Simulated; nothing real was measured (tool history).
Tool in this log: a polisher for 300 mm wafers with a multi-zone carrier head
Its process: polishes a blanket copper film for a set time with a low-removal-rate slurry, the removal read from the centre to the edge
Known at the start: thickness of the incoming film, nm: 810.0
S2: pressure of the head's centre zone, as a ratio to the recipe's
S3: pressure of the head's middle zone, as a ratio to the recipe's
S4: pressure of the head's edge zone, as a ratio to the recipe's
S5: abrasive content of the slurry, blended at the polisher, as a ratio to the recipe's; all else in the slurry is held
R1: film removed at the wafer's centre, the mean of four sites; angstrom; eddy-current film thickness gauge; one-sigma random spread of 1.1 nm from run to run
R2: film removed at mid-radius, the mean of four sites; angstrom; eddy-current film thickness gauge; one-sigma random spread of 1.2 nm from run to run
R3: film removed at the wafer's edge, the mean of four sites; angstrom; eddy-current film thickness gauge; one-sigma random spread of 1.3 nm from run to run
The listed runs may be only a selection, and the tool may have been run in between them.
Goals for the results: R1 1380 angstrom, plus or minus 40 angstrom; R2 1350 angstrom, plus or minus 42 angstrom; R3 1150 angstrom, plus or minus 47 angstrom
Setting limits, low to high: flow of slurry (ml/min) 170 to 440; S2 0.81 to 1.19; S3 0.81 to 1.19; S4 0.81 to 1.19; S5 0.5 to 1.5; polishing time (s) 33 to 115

run 1 hour=0 | flow_of_slurry_(ml/min)=280 S2=1 S3=1 S4=1 S5=1 polishing_time_(s)=73 | R1=2175.7 R2=2148.6 R3=2120.1
run 2 hour=2.6 | flow_of_slurry_(ml/min)=280 S2=1 S3=0.96 S4=1 S5=1 polishing_time_(s)=73 | R1=2172.9 R2=2052.4 R3=2080
run 3 hour=4.8 | flow_of_slurry_(ml/min)=300 S2=1.01 S3=0.98 S4=0.95 S5=0.85 polishing_time_(s)=65 | R1=1902 R2=1814.2 R3=1797.4
run 4 hour=6.6 | flow_of_slurry_(ml/min)=300 S2=1.04 S3=1.02 S4=0.91 S5=0.75 polishing_time_(s)=58 | R1=1678.9 R2=1672 R3=1540.7
run 5 hour=13 | flow_of_slurry_(ml/min)=290 S2=1.06 S3=1.02 S4=0.88 S5=0.7 polishing_time_(s)=55 | R1=1620.6 R2=1520.6 R3=1418.9
run 6 hour=13.8 | flow_of_slurry_(ml/min)=290 S2=1.06 S3=1.02 S4=0.93 S5=0.7 polishing_time_(s)=55 | R1=1631.5 R2=1516.6 R3=1459.6
run 7 hour=18.6 | flow_of_slurry_(ml/min)=275 S2=1.07 S3=1.04 S4=0.9 S5=0.65 polishing_time_(s)=53 | R1=1553.7 R2=1501.8 R3=1386
run 8 hour=20.1 | flow_of_slurry_(ml/min)=310 S2=1.13 S3=1.07 S4=0.81 S5=0.5 polishing_time_(s)=42 | R1=1269.2 R2=1168.3 R3=979.37
run 9 hour=28.3 | flow_of_slurry_(ml/min)=310 S2=1.14 S3=1.16 S4=0.91 S5=0.6 polishing_time_(s)=42 | R1=1315.7 R2=1292.6 R3=1070.6
run 10 hour=35.9 | flow_of_slurry_(ml/min)=310 S2=1.14 S3=1.16 S4=0.92 S5=0.65 polishing_time_(s)=42 | R1=1333.5 R2=1288.3 R3=1072.8

Consider the 4 candidate settings below. Which is the only one whose results all fall within their allowed miss of target?
run A hour=43.5 | flow_of_slurry_(ml/min)=390 S2=1.04 S3=0.99 S4=1.01 S5=0.65 polishing_time_(s)=43 | R1=? R2=? R3=?
run B hour=43.5 | flow_of_slurry_(ml/min)=285 S2=1.02 S3=1 S4=1.02 S5=0.5 polishing_time_(s)=48 | R1=? R2=? R3=?
run C hour=43.5 | flow_of_slurry_(ml/min)=270 S2=1.07 S3=1.18 S4=0.85 S5=0.65 polishing_time_(s)=42 | R1=? R2=? R3=?
run D hour=43.5 | flow_of_slurry_(ml/min)=255 S2=1.14 S3=1.15 S4=0.94 S5=0.75 polishing_time_(s)=43 | R1=? R2=? R3=?

move=A R1=1249.4 R2=1179 R3=1168.7
move=B R1=1282.3 R2=1247.3 R3=1237.6
move=C R1=1222.8 R2=1304.6 R3=1030.5
move=D R1=1359.8 R2=1331.3 R3=1128.1
A: brings the result that was furthest off to its target, and leaves another outside
B: pushes the last run's worst result past its target
C: lands further from the targets than the last run did
D: meets every target
Answer: D
